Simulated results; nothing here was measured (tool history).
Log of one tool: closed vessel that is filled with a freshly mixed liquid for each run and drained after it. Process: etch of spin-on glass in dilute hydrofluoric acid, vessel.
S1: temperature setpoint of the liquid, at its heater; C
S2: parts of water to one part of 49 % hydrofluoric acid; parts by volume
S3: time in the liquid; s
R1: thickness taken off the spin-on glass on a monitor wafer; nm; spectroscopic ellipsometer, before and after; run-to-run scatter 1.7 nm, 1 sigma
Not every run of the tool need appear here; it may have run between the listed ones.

| run | hour | S1 | S2 | S3 | R1 |
|---|---|---|---|---|---|
| 1 | 0.0 | 25 | 45 | 95 | 120.54 |
| 2 | 3.8 | 25 | 35 | 95 | 154.94 |
| 3 | 4.7 | 25 | 35 | 105 | 173.39 |
| 4 | 8.3 | 25 | 35 | 95 | 155.62 |
| 5 | 11.3 | 25 | 40 | 95 | 135.63 |
| 6 | 18.9 | 25 | 40 | 95 | 137.42 |
| 7 | 21.8 | 26 | 40 | 95 | 142.64 |

The next listed run, before its measurement:
| 8 | 24.9 | 27 | 40 | 95 | ? |

{"run 8": {"R1": 147.38}}
